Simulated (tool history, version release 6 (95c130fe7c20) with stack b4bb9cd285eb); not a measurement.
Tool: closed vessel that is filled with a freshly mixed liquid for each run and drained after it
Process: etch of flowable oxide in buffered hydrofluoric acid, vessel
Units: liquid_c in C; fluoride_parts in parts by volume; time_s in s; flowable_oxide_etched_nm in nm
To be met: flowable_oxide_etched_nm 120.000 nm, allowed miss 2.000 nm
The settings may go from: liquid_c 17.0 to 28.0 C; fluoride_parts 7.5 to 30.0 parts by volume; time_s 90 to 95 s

run  hour  liquid_c  fluoride_parts  time_s  flowable_oxide_etched_nm
  1   0.0      20.0            22.0      90                    87.976
  2   1.5      17.0            22.0      90                    74.953
  3   4.2      17.0            22.0      90                    74.742
  4   8.6      17.0            22.0      95                    79.205
  5   9.8      20.5            22.0      95                    95.946
  6  16.2      20.5            22.0      95                    95.762
  7  22.8      21.0            22.0      95                    98.857
  8  29.6      21.5            22.0      95                   101.200
  9  33.1      22.0            22.0      95                   103.970
 10  41.2      25.0            22.0      95                   124.290

5 next moves are on the table. One of them brings every result within its allowed miss. Which?
  A  49.3      24.5            19.5      90                         ?
  B  49.3      26.5            22.0      90                         ?
  C  49.3      27.0            23.0      90                         ?
  D  49.3      28.0            29.0      95                         ?
  E  49.3      25.5            22.0      95                         ?

move  flowable_oxide_etched_nm
   A                   125.160
   B                   127.450
   C                   127.000
   D                   120.690
   E                   127.440
A: further off than the last run
B: further off than the last run
C: further off than the last run
D: meets every target
E: further off than the last run
Move D is the one to make.
